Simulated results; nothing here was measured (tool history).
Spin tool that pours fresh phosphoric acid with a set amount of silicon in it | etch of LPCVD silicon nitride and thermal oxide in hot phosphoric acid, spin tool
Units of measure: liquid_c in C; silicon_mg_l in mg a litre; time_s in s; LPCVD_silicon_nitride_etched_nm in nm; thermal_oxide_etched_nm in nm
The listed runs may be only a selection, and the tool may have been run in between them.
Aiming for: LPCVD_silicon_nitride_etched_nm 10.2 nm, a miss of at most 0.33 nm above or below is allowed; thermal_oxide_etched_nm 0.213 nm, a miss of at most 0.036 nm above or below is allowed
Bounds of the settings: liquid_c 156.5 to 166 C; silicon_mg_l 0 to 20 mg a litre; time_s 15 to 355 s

run  hour  liquid_c  silicon_mg_l  time_s  LPCVD_silicon_nitride_etched_nm  thermal_oxide_etched_nm
  1     0       161             9     180                           20.452                  0.44059
  2   7.6       160             8     145                           16.072                  0.36312
  3   9.3       160          12.5     145                           16.285                  0.31951
  4  14.3       160          10.5     145                           16.196                  0.35347
  5  18.9       158          10.5     145                           15.196                  0.29943
  6  25.4     156.5          10.5     145                           14.251                  0.23613
  7  32.4       157             9     125                           12.617                   0.2406
  8  36.7       157             9     125                           12.702                  0.24316
  9  40.4       157           8.5     115                           11.552                  0.19733
 10  48.9     157.5           5.5     110                           11.195                  0.24524
 11  54.4       157           5.5     105                           10.538                  0.21718

5 candidate next runs follow, results not yet known. Just one meets every target within its allowed miss. Identify it.
  A  59.9     156.5           6.5     110                                ?                        ?
  B  59.9     156.5            16     115                                ?                        ?
  C  59.9     156.5           3.5     110                                ?                        ?
  D  59.9     157.5           5.5     105                                ?                        ?
  E  59.9     157.5           5.5     100                                ?                        ?

move  LPCVD_silicon_nitride_etched_nm  thermal_oxide_etched_nm
   A                           11.039                  0.20038
   B                           11.541                  0.16846
   C                           11.039                  0.21278
   D                           10.902                  0.21045
   E                           10.383                  0.20043
A: misses by more than the last run did
B: misses by more than the last run did
C: misses by more than the last run did
D: misses by more than the last run did
E: every result lands within tolerance
E is the move that brings every result within its allowed miss.
